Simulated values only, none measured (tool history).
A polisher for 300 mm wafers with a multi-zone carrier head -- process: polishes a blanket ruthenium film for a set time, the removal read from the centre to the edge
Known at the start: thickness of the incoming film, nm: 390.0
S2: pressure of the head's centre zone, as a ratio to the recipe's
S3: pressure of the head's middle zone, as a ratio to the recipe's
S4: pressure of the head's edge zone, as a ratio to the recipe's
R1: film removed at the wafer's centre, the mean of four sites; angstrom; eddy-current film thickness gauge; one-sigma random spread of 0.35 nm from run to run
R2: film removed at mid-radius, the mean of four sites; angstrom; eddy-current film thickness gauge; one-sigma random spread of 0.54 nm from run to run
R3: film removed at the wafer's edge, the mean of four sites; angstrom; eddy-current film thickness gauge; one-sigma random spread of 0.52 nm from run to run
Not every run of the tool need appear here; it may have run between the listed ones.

{"run": 1, "hour": 0.0, "flow of slurry (ml/min)": 215, "S2": 1, "S3": 1, "S4": 1, "polishing time (s)": 52, "R1": 593.72, "R2": 587.7, "R3": 602.12}
{"run": 2, "hour": 3.6, "flow of slurry (ml/min)": 210, "S2": 0.98, "S3": 0.99, "S4": 0.98, "polishing time (s)": 51, "R1": 561.84, "R2": 559.67, "R3": 585.25}
{"run": 3, "hour": 12.4, "flow of slurry (ml/min)": 205, "S2": 0.97, "S3": 0.99, "S4": 0.96, "polishing time (s)": 51, "R1": 563.01, "R2": 567.95, "R3": 570.85}
{"run": 4, "hour": 16.9, "flow of slurry (ml/min)": 200, "S2": 0.95, "S3": 0.98, "S4": 0.95, "polishing time (s)": 51, "R1": 551.15, "R2": 564.44, "R3": 563.67}
{"run": 5, "hour": 19.2, "flow of slurry (ml/min)": 195, "S2": 0.94, "S3": 0.97, "S4": 0.95, "polishing time (s)": 51, "R1": 539.09, "R2": 554.52, "R3": 572.5}
{"run": 6, "hour": 21.2, "flow of slurry (ml/min)": 195, "S2": 0.94, "S3": 0.89, "S4": 0.95, "polishing time (s)": 51, "R1": 541.07, "R2": 506.38, "R3": 565.83}
{"run": 7, "hour": 21.7, "flow of slurry (ml/min)": 190, "S2": 0.93, "S3": 0.89, "S4": 0.94, "polishing time (s)": 51, "R1": 534.6, "R2": 511.58, "R3": 563.29}
{"run": 8, "hour": 24.6, "flow of slurry (ml/min)": 165, "S2": 0.83, "S3": 0.9, "S4": 0.84, "polishing time (s)": 48, "R1": 436.48, "R2": 481.09, "R3": 497.09}
{"run": 9, "hour": 25.5, "flow of slurry (ml/min)": 170, "S2": 0.83, "S3": 0.9, "S4": 0.84, "polishing time (s)": 48, "R1": 435.93, "R2": 476.45, "R3": 509.79}

What does the tool deliver on the next run?
{"run": 10, "hour": 31.5, "flow of slurry (ml/min)": 170, "S2": 0.84, "S3": 0.91, "S4": 0.84, "polishing time (s)": 48, "R1": "?", "R2": "?", "R3": "?"}

Run 10 produced R1 443.04 angstrom, R2 487.17 angstrom, R3 496.98 angstrom.
